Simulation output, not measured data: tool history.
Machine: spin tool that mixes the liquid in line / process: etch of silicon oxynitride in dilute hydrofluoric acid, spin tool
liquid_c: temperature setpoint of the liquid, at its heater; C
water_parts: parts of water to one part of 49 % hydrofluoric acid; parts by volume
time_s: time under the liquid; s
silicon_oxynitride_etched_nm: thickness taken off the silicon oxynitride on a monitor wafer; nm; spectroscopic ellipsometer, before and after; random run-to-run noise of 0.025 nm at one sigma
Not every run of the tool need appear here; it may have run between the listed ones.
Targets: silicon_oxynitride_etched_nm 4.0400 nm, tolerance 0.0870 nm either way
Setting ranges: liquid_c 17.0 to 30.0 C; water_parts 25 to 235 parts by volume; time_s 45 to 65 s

run	hour	liquid_c	water_parts	time_s	silicon_oxynitride_etched_nm
1	0.0	22.0	130	65	2.4130
2	6.4	23.0	125	65	2.6591
3	9.0	24.0	125	65	2.7601
4	10.6	21.0	125	65	2.4020
5	13.4	19.0	125	65	2.1711
6	14.8	20.5	125	65	2.3389
7	20.4	22.0	125	65	2.5102
8	28.7	22.0	125	65	2.5139
9	31.6	23.0	125	65	2.6527
10	34.5	24.0	125	65	2.7830
11	36.2	28.0	110	65	3.7909

Of the 4 settings listed for the next run, only one would bring every result within its allowed miss of target. Which one?
A	37.9	28.0	100	65	?
B	37.9	26.5	95	65	?
C	37.9	24.5	95	65	?
D	37.9	24.5	90	65	?

move	silicon_oxynitride_etched_nm
A	4.2472
B	4.1921
C	3.8177
D	4.0470
A: the result that was furthest off in the last run now lies on the other side of its target
B: the result that was furthest off in the last run now lies on the other side of its target
C: an improvement on the last run, though not all results are within tolerance
D: each result inside its tolerance
Correct choice: D, which meets every target
